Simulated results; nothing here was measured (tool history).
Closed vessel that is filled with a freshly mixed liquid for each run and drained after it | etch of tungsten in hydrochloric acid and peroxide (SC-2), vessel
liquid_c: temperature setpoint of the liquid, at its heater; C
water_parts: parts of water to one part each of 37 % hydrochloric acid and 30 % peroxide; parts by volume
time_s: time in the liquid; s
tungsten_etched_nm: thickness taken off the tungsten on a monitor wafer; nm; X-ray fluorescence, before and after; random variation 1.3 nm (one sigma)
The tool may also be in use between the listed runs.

{"run": 1, "hour": 0.0, "liquid_c": 63, "water_parts": 8, "time_s": 85, "tungsten_etched_nm": 80.639}
{"run": 2, "hour": 1.2, "liquid_c": 63, "water_parts": 8, "time_s": 85, "tungsten_etched_nm": 81.608}
{"run": 3, "hour": 7.2, "liquid_c": 57, "water_parts": 8, "time_s": 85, "tungsten_etched_nm": 55.46}
{"run": 4, "hour": 8.1, "liquid_c": 57, "water_parts": 9.5, "time_s": 85, "tungsten_etched_nm": 48.798}
{"run": 5, "hour": 10.4, "liquid_c": 60, "water_parts": 9, "time_s": 85, "tungsten_etched_nm": 61.377}
{"run": 6, "hour": 12.5, "liquid_c": 60, "water_parts": 9, "time_s": 85, "tungsten_etched_nm": 62.288}
{"run": 7, "hour": 18.8, "liquid_c": 62.5, "water_parts": 9, "time_s": 85, "tungsten_etched_nm": 72.508}

Forecast run 8:
{"run": 8, "hour": 23.4, "liquid_c": 64.5, "water_parts": 9, "time_s": 85, "tungsten_etched_nm": "?"}

tungsten_etched_nm: 80.915 nm

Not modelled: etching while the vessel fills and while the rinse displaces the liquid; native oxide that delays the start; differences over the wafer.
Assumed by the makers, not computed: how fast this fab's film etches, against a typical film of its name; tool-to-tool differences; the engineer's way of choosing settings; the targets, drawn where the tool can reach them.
